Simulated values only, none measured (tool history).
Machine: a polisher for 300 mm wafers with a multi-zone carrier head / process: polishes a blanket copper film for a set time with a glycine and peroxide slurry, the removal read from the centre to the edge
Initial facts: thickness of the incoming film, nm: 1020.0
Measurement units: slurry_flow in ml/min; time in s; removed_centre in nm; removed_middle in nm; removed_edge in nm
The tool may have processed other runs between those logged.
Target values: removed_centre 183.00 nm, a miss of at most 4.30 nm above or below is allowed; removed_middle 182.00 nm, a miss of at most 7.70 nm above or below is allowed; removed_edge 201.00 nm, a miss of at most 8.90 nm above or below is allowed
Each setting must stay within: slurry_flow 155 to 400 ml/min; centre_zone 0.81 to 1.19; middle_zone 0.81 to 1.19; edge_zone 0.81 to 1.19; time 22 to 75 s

{"run": 1, "hour": 0.0, "slurry_flow": 255, "centre_zone": 1.0, "middle_zone": 1.0, "edge_zone": 1.0, "time": 48, "removed_centre": 283.3, "removed_middle": 291.75, "removed_edge": 291.4}
{"run": 2, "hour": 4.6, "slurry_flow": 250, "centre_zone": 0.98, "middle_zone": 0.97, "edge_zone": 0.98, "time": 46, "removed_centre": 264.66, "removed_middle": 272.25, "removed_edge": 276.12}
{"run": 3, "hour": 7.4, "slurry_flow": 230, "centre_zone": 0.98, "middle_zone": 0.97, "edge_zone": 0.98, "time": 46, "removed_centre": 260.72, "removed_middle": 271.3, "removed_edge": 269.88}
{"run": 4, "hour": 16.2, "slurry_flow": 235, "centre_zone": 0.97, "middle_zone": 0.95, "edge_zone": 0.98, "time": 44, "removed_centre": 246.67, "removed_middle": 250.3, "removed_edge": 260.57}
{"run": 5, "hour": 23.6, "slurry_flow": 285, "centre_zone": 0.97, "middle_zone": 0.95, "edge_zone": 0.98, "time": 44, "removed_centre": 253.64, "removed_middle": 259.37, "removed_edge": 266.93}
{"run": 6, "hour": 24.3, "slurry_flow": 320, "centre_zone": 0.97, "middle_zone": 0.95, "edge_zone": 0.98, "time": 44, "removed_centre": 258.97, "removed_middle": 264.18, "removed_edge": 271.43}
{"run": 7, "hour": 26.9, "slurry_flow": 310, "centre_zone": 0.96, "middle_zone": 0.93, "edge_zone": 0.96, "time": 43, "removed_centre": 248.66, "removed_middle": 252.12, "removed_edge": 258.5}
{"run": 8, "hour": 30.9, "slurry_flow": 300, "centre_zone": 0.95, "middle_zone": 0.91, "edge_zone": 0.95, "time": 42, "removed_centre": 240.6, "removed_middle": 243.65, "removed_edge": 257.42}
{"run": 9, "hour": 34.3, "slurry_flow": 295, "centre_zone": 0.94, "middle_zone": 0.9, "edge_zone": 0.94, "time": 40, "removed_centre": 227.86, "removed_middle": 221.34, "removed_edge": 235.19}
{"run": 10, "hour": 38.0, "slurry_flow": 285, "centre_zone": 0.92, "middle_zone": 0.89, "edge_zone": 0.93, "time": 40, "removed_centre": 219.18, "removed_middle": 219.28, "removed_edge": 233.7}
{"run": 11, "hour": 44.2, "slurry_flow": 275, "centre_zone": 0.91, "middle_zone": 0.88, "edge_zone": 0.91, "time": 40, "removed_centre": 216.13, "removed_middle": 217.53, "removed_edge": 233.66}
{"run": 12, "hour": 50.9, "slurry_flow": 270, "centre_zone": 0.9, "middle_zone": 0.87, "edge_zone": 0.9, "time": 39, "removed_centre": 206.73, "removed_middle": 211.95, "removed_edge": 230.55}
{"run": 13, "hour": 57.5, "slurry_flow": 270, "centre_zone": 0.9, "middle_zone": 0.86, "edge_zone": 0.89, "time": 38, "removed_centre": 204.32, "removed_middle": 206.98, "removed_edge": 219.05}
{"run": 14, "hour": 58.6, "slurry_flow": 265, "centre_zone": 0.9, "middle_zone": 0.85, "edge_zone": 0.89, "time": 38, "removed_centre": 200.72, "removed_middle": 201.24, "removed_edge": 217.11}
{"run": 15, "hour": 67.4, "slurry_flow": 255, "centre_zone": 0.9, "middle_zone": 0.84, "edge_zone": 0.89, "time": 38, "removed_centre": 199.27, "removed_middle": 197.67, "removed_edge": 214.07}
{"run": 16, "hour": 71.5, "slurry_flow": 245, "centre_zone": 0.9, "middle_zone": 0.84, "edge_zone": 0.89, "time": 38, "removed_centre": 199.51, "removed_middle": 196.01, "removed_edge": 217.93}

Consider the 5 candidate settings below. Which is the only one whose results all fall within their allowed miss of target?
{"run": "A", "hour": 75.6, "slurry_flow": 305, "centre_zone": 1.09, "middle_zone": 1.08, "edge_zone": 0.81, "time": 35, "removed_centre": "?", "removed_middle": "?", "removed_edge": "?"}
{"run": "B", "hour": 75.6, "slurry_flow": 330, "centre_zone": 0.83, "middle_zone": 1.01, "edge_zone": 0.81, "time": 35, "removed_centre": "?", "removed_middle": "?", "removed_edge": "?"}
{"run": "C", "hour": 75.6, "slurry_flow": 265, "centre_zone": 0.89, "middle_zone": 0.83, "edge_zone": 0.89, "time": 35, "removed_centre": "?", "removed_middle": "?", "removed_edge": "?"}
{"run": "D", "hour": 75.6, "slurry_flow": 225, "centre_zone": 0.85, "middle_zone": 0.94, "edge_zone": 0.89, "time": 38, "removed_centre": "?", "removed_middle": "?", "removed_edge": "?"}
{"run": "E", "hour": 75.6, "slurry_flow": 295, "centre_zone": 0.85, "middle_zone": 0.88, "edge_zone": 0.9, "time": 36, "removed_centre": "?", "removed_middle": "?", "removed_edge": "?"}

move=A removed_centre=227.66 removed_middle=226.49 removed_edge=198.72
move=B removed_centre=174.37 removed_middle=216.12 removed_edge=200.09
move=C removed_centre=182.10 removed_middle=179.82 removed_edge=205.46
move=D removed_centre=184.39 removed_middle=211.33 removed_edge=219.12
move=E removed_centre=181.29 removed_middle=196.29 removed_edge=214.25
A: misses by more than the last run did
B: moves the result that the last run missed by most past its target, out the other side
C: in spec on every target
D: the furthest-off result lands on target, but another misses its tolerance
E: the furthest-off result lands on target, but another misses its tolerance
C meets every target.
